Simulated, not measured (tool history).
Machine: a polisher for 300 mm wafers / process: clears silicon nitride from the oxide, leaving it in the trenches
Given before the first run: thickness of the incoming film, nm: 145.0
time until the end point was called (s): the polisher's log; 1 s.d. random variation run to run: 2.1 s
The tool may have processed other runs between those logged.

run	hour	flow of slurry (ml/min)	pressure of the wafer on the pad (psi)	speed of the pad under the wafer (m/s)	overpolish time after the end point (s)	time until the end point was called (s)
1	0	195	3.5	0.76	17	155
2	6.6	195	4.3	0.76	17	123.81
3	13.1	195	4.2	0.76	17	127.9
4	14.5	195	4.1	0.76	17	128.32
5	17.3	195	4	0.76	17	131.46
6	21.6	215	4	0.76	17	131.75

Forecast run 7:
7	23.3	215	3.9	0.76	17	?

time until the end point was called (s): 134.27

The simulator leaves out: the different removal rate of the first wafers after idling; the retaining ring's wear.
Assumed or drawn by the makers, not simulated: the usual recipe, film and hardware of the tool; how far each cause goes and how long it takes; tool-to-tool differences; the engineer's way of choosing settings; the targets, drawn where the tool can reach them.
